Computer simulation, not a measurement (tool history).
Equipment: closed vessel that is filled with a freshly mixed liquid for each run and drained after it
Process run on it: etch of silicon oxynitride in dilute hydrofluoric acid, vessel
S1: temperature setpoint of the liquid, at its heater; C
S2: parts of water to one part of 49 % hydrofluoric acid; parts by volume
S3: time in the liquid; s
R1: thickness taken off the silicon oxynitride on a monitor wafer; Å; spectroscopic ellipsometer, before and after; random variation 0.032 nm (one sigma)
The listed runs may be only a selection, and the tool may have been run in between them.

run 1 hour=0.0 | S1=21.0 S2=65 S3=185 | R1=54.680
run 2 hour=1.0 | S1=20.5 S2=65 S3=185 | R1=53.177
run 3 hour=9.0 | S1=17.5 S2=65 S3=185 | R1=45.788
run 4 hour=14.1 | S1=17.5 S2=65 S3=120 | R1=29.115
run 5 hour=21.6 | S1=18.0 S2=65 S3=120 | R1=30.338
run 6 hour=24.1 | S1=19.5 S2=65 S3=120 | R1=32.497
run 7 hour=29.9 | S1=20.5 S2=65 S3=120 | R1=34.603

What will run 8 give?
run 8 hour=33.4 | S1=21.5 S2=65 S3=120 | R1=?

{"run 8": {"R1": 36.761}}

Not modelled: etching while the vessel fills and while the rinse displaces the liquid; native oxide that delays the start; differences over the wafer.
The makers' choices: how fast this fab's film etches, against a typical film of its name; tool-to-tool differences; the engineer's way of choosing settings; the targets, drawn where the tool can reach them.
